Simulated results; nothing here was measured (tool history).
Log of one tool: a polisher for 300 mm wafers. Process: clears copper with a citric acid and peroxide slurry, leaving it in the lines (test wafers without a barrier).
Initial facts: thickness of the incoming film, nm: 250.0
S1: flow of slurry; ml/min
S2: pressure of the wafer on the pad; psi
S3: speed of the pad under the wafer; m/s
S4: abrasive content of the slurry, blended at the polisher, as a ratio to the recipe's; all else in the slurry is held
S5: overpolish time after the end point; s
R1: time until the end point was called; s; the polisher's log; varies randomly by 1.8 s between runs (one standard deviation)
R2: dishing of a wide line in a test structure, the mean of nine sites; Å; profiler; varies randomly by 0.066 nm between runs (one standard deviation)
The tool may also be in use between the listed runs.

run	hour	S1	S2	S3	S4	S5	R1	R2
1	0	240	2	1.34	1	12	143.42	140.54
2	8.3	240	2	1.22	1	12	156.12	134.68
3	13.5	230	1.9	1.32	0.95	11	152.64	125.57
4	20.6	230	1.9	1.58	0.95	11	131.9	142.02
5	27	250	1.8	1.58	1	10	135.42	126.52
6	35	265	1.7	1.58	1.05	9	138.47	116.52

The next listed run, before its measurement:
7	44.1	280	1.6	1.58	1.05	8	?	?

{"run 7": {"R1": 142.33, "R2": 101.04}}
